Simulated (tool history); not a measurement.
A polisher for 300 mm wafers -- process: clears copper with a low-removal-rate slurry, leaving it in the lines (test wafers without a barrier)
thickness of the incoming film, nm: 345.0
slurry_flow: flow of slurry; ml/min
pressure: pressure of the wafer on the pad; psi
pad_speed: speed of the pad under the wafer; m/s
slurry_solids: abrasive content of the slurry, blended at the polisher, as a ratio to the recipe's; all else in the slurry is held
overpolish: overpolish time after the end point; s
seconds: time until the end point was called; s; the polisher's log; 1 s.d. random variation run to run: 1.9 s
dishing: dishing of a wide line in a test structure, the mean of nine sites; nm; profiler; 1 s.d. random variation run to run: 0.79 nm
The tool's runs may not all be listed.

run	day	slurry_flow	pressure	pad_speed	slurry_solids	overpolish	seconds	dishing
1	0	290	4.1	0.84	1	23	90.676	47.922
2	0.121	290	5	0.84	1	23	76.071	56.85
3	0.421	240	5	0.84	1	23	73.799	57.41
4	0.529	240	5	0.84	1	16	75.723	42.628
5	0.654	240	4.3	0.82	1	21	88.167	44.862
6	0.742	245	3.7	0.8	1	25	106.23	44.556
7	1.058	245	3.4	0.8	1	28	114.75	46.987

Expected results for the next run?
8	1.138	245	2.3	0.78	1	38	?	?

seconds: 173.04 s
dishing: 41.165 nm
